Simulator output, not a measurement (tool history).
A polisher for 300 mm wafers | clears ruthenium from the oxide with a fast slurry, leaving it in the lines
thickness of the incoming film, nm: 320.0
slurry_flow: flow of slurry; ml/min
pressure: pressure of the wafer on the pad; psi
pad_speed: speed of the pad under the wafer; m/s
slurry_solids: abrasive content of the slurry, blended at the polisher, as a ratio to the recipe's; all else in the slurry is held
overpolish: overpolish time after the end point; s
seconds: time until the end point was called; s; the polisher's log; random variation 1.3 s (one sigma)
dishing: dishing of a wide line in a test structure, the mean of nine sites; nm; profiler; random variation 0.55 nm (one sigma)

run    day  slurry_flow  pressure  pad_speed  slurry_solids  overpolish  seconds  dishing
  1      0          240       2.9        0.9              1          19   113.11   47.695
  2  0.304          240       2.8        0.9              1          18   117.58   44.303
  3  0.533          240       2.8       1.02              1          18   103.85   48.255
  4  0.892          240       2.8       1.02              1          14    101.6    38.43
  5   0.95          295       2.8       1.02              1          14   99.336   38.649
  6  1.071          295       2.7       1.02              1          14   104.39   39.467
  7  1.304          290       2.2          1              1          10   130.31   22.329

The next listed run, before its measurement:
  8  1.554          290       2.2          1              1          11        ?        ?

seconds: 129.89 s
dishing: 25.128 nm
